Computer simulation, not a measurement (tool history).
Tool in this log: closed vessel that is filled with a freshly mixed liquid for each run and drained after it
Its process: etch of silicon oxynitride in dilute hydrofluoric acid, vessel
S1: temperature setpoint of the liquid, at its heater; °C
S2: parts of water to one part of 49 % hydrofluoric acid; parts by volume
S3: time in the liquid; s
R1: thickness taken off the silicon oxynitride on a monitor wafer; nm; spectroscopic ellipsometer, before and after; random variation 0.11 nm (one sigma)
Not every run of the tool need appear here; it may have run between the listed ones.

run,day,S1,S2,S3,R1
1,0,23,45,335,10.744
2,0.158,23,45,250,7.9906
3,0.196,25,40,265,10.553
4,0.392,25,50,265,8.3612
5,0.679,25,45,265,9.3292
6,0.946,26.5,40,285,12.196
7,1.088,27.5,35,285,14.684
8,1.446,28.5,30,285,18.018

Forecast run 9:
# day 1.758: hydrofluoric acid flow meter replaced
9,1.758,29,30,285,?

Run 9 gave R1 19.8 nm.

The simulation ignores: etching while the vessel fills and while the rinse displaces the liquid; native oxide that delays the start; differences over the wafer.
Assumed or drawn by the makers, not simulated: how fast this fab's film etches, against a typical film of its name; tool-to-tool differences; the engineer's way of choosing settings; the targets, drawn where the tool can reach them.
